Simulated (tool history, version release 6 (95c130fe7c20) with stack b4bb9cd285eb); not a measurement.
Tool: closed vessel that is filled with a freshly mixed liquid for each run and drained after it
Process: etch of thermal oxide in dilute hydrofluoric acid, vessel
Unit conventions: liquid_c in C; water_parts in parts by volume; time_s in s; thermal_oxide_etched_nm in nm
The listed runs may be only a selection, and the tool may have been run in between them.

run,hour,liquid_c,water_parts,time_s,thermal_oxide_etched_nm
1,0.0,25.0,100,140,7.3716
2,4.0,23.0,100,140,6.7204
3,6.4,22.5,100,140,6.6259
4,8.7,22.5,120,140,5.4018
5,12.6,20.0,120,140,4.8850
6,18.1,20.0,120,95,3.2944
7,25.5,21.0,120,95,3.4340
8,33.8,25.0,110,95,4.4665

Run 9, settings as shown, results not yet in. Your forecast:
9,40.0,25.5,105,95,?

{"run 9": {"thermal_oxide_etched_nm": 4.7965}}

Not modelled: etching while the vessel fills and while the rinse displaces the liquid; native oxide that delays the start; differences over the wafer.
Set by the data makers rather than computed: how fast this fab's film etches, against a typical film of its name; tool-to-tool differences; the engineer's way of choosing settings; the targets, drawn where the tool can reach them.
